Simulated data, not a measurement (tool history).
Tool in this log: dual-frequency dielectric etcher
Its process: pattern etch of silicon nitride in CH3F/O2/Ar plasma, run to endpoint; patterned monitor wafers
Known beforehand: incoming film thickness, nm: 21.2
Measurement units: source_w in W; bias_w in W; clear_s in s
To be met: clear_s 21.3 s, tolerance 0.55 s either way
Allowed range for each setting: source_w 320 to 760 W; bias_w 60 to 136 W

run    day  source_w  bias_w  clear_s
  1      0       540      98    24.33
  2  0.058       490      98    25.43
  3  0.117       590      98   23.319
  4    0.3       590      86   24.185
  5  0.475       690      86   22.662
  6  0.529       700      87   22.355
  7  0.717       710      88   22.259
  8  1.029       710      88   22.078
  9    1.1       720      88   21.867
 10  1.225       730      88   21.952

Below are 4 possible settings for the next run. Only one of them brings all results inside the allowed miss of their targets. Which is it?
  A  1.35       760      88        ?
  B  1.35       680      84        ?
  C  1.35       700      84        ?
  D  1.35       730      77        ?

move  clear_s
   A   21.492
   B   22.875
   C   22.588
   D   22.769
A: meets every target
B: lands further from the targets than the last run did
C: lands further from the targets than the last run did
D: lands further from the targets than the last run did
Go with A: it meets all targets.

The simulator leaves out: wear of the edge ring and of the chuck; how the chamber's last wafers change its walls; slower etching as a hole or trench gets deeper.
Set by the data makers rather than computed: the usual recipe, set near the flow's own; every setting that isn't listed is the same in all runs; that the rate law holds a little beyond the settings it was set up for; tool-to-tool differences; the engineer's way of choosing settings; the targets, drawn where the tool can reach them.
